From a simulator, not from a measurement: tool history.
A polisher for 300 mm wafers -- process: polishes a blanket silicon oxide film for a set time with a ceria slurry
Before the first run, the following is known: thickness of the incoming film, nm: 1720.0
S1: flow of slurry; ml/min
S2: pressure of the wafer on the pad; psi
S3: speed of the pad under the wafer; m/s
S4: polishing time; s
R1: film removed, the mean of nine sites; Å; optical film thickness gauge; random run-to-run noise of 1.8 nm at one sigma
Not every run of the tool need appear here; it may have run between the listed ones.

{"run": 1, "hour": 0.0, "S1": 220, "S2": 2.5, "S3": 1.1, "S4": 46, "R1": 1926.3}
{"run": 2, "hour": 1.5, "S1": 220, "S2": 2.3, "S3": 1.1, "S4": 46, "R1": 1813.8}
{"run": 3, "hour": 6.6, "S1": 220, "S2": 2.3, "S3": 1.26, "S4": 46, "R1": 2078.0}
{"run": 4, "hour": 14.6, "S1": 220, "S2": 2.1, "S3": 1.24, "S4": 46, "R1": 1836.7}
{"run": 5, "hour": 16.0, "S1": 180, "S2": 2.1, "S3": 1.24, "S4": 46, "R1": 1799.1}
{"run": 6, "hour": 23.1, "S1": 180, "S2": 1.9, "S3": 1.24, "S4": 46, "R1": 1645.5}

Estimate the outcome of run 7 from the log above:
{"run": 7, "hour": 31.9, "S1": 180, "S2": 1.2, "S3": 1.22, "S4": 46, "R1": "?"}

Run 7 yielded R1 1063.3 Å.

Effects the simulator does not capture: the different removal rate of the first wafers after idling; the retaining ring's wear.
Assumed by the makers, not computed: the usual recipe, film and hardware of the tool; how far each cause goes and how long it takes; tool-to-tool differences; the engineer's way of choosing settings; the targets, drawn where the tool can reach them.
